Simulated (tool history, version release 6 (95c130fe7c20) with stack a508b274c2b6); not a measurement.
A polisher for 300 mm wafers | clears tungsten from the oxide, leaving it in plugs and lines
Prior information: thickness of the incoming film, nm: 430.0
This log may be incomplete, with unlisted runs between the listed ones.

run	hour	flow of slurry (ml/min)	pressure of the wafer on the pad (psi)	speed of the pad under the wafer (m/s)	abrasive content of the slurry	overpolish time after the end point (s)	time until the end point was called (s)
1	0	215	3.5	1.24	1	30	77.699
2	7.5	215	3.5	1.24	1.2	30	73.573
3	9	210	3	1.18	1.2	30	88.183
4	13.4	210	2.6	1.12	1.2	30	103.08
5	17.1	210	2.3	1.08	1.2	30	117.12
6	18.2	210	2.3	1.08	1.2	32	118.69
7	24.2	210	2.1	1.06	1.2	32	128.1
8	31.4	200	1.6	1.04	1.2	32	160.42

Run 9, settings as shown, results not yet in. Your forecast:
# hour 34.5: slurry nozzle cleaned
9	34.5	205	1.6	1.04	1.2	32	?

{"run 9": {"time until the end point was called (s)": 156.45}}

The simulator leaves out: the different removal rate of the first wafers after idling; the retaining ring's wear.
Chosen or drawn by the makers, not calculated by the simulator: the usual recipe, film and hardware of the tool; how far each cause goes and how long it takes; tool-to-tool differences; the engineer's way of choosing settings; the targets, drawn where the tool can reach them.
